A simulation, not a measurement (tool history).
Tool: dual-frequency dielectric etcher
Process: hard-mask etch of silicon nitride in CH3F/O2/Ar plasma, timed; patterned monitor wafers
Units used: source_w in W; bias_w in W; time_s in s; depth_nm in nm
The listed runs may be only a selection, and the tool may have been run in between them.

Run 1, day 0: source_w 290 W, bias_w 57 W, time_s 121.5 s. Result: depth_nm 69.917 nm.
Run 2, day 0.233: source_w 290 W, bias_w 49 W, time_s 121.5 s. Result: depth_nm 65.527 nm.
Run 3, day 0.583: source_w 270 W, bias_w 46 W, time_s 121 s. Result: depth_nm 60.632 nm.
Run 4, day 0.938: source_w 270 W, bias_w 46 W, time_s 121.5 s. Result: depth_nm 62.208 nm.
Run 5, day 1.225: source_w 270 W, bias_w 52 W, time_s 121.5 s. Result: depth_nm 64.588 nm.
Run 6, day 1.325: source_w 250 W, bias_w 50 W, time_s 121 s. Result: depth_nm 61.002 nm.
Run 7, day 1.621: source_w 240 W, bias_w 49 W, time_s 121 s. Result: depth_nm 59.62 nm.
Run 8, day 1.954: source_w 190 W, bias_w 42 W, time_s 118.5 s. Result: depth_nm 47.071 nm.

Forecast run 9:
Run 9, day 2.112: source_w 200 W, bias_w 42 W, time_s 118.5 s. Result: depth_nm ?.

Run 9 measured depth_nm 49.193 nm.

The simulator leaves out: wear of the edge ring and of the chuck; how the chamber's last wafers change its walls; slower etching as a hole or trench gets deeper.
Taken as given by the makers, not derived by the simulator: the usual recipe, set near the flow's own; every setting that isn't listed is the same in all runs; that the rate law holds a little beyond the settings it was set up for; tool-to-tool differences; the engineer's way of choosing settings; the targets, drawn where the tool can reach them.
